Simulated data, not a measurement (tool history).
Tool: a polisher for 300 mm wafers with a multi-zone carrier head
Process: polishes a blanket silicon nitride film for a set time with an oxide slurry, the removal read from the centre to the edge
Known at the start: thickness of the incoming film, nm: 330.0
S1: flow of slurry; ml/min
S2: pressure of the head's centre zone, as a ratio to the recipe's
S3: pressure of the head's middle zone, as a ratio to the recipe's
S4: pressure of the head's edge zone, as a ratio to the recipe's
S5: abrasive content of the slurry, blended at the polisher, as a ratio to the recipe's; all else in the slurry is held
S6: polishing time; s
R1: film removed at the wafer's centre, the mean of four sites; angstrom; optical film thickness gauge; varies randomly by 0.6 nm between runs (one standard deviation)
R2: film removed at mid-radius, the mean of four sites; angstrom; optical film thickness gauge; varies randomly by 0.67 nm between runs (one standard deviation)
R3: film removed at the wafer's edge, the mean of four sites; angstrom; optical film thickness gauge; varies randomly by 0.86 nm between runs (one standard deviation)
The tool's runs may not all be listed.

{"run": 1, "day": 0.0, "S1": 250, "S2": 1.0, "S3": 1.0, "S4": 1.0, "S5": 1.0, "S6": 69, "R1": 474.31, "R2": 469.2, "R3": 471.78}
{"run": 2, "day": 0.217, "S1": 310, "S2": 1.0, "S3": 1.0, "S4": 1.0, "S5": 1.0, "S6": 69, "R1": 475.07, "R2": 482.75, "R3": 484.27}
{"run": 3, "day": 0.279, "S1": 310, "S2": 1.0, "S3": 1.0, "S4": 1.0, "S5": 1.15, "S6": 69, "R1": 502.41, "R2": 515.23, "R3": 515.16}
{"run": 4, "day": 0.5, "S1": 310, "S2": 1.0, "S3": 1.0, "S4": 1.0, "S5": 1.15, "S6": 77, "R1": 567.36, "R2": 564.52, "R3": 585.6}
{"run": 5, "day": 0.804, "S1": 310, "S2": 1.0, "S3": 1.0, "S4": 1.0, "S5": 1.25, "S6": 77, "R1": 593.16, "R2": 587.83, "R3": 605.43}
{"run": 6, "day": 0.929, "S1": 315, "S2": 1.02, "S3": 0.99, "S4": 1.02, "S5": 1.25, "S6": 77, "R1": 600.83, "R2": 577.93, "R3": 611.62}
{"run": 7, "day": 1.217, "S1": 320, "S2": 1.04, "S3": 0.99, "S4": 1.04, "S5": 1.3, "S6": 77, "R1": 625.15, "R2": 587.2, "R3": 603.29}

Expected results for the next run?
{"run": 8, "day": 1.479, "S1": 320, "S2": 1.04, "S3": 0.97, "S4": 1.04, "S5": 1.35, "S6": 78, "R1": "?", "R2": "?", "R3": "?"}

Run 8 yielded R1 641.48 angstrom, R2 609.75 angstrom, R3 624.45 angstrom.
